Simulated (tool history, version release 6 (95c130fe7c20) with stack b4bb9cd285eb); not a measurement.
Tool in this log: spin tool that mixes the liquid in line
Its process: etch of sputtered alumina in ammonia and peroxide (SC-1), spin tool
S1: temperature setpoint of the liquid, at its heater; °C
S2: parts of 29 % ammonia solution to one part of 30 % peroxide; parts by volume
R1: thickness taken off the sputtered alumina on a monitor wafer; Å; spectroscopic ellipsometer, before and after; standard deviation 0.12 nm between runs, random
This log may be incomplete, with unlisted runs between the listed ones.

Run 1, hour 0.0: S1 48.0 °C, S2 0.90 parts by volume, time under the liquid (s) 295. Result: R1 142.25 Å.
Run 2, hour 6.5: S1 51.5 °C, S2 0.90 parts by volume, time under the liquid (s) 295. Result: R1 172.70 Å.
Run 3, hour 11.0: S1 56.0 °C, S2 0.90 parts by volume, time under the liquid (s) 295. Result: R1 219.88 Å.
Run 4, hour 12.3: S1 51.0 °C, S2 0.90 parts by volume, time under the liquid (s) 295. Result: R1 166.84 Å.
Run 5, hour 18.9: S1 51.0 °C, S2 0.90 parts by volume, time under the liquid (s) 295. Result: R1 168.10 Å.
Run 6, hour 21.2: S1 51.0 °C, S2 1.05 parts by volume, time under the liquid (s) 295. Result: R1 170.19 Å.
Run 7, hour 26.1: S1 53.5 °C, S2 1.05 parts by volume, time under the liquid (s) 295. Result: R1 197.10 Å.
Run 8, hour 33.3: S1 55.5 °C, S2 1.05 parts by volume, time under the liquid (s) 295. Result: R1 216.97 Å.

Predict the results of run 9:
Run 9, hour 39.1: S1 57.0 °C, S2 1.05 parts by volume, time under the liquid (s) 295. Result: R1 ?.

R1: 235.55 Å

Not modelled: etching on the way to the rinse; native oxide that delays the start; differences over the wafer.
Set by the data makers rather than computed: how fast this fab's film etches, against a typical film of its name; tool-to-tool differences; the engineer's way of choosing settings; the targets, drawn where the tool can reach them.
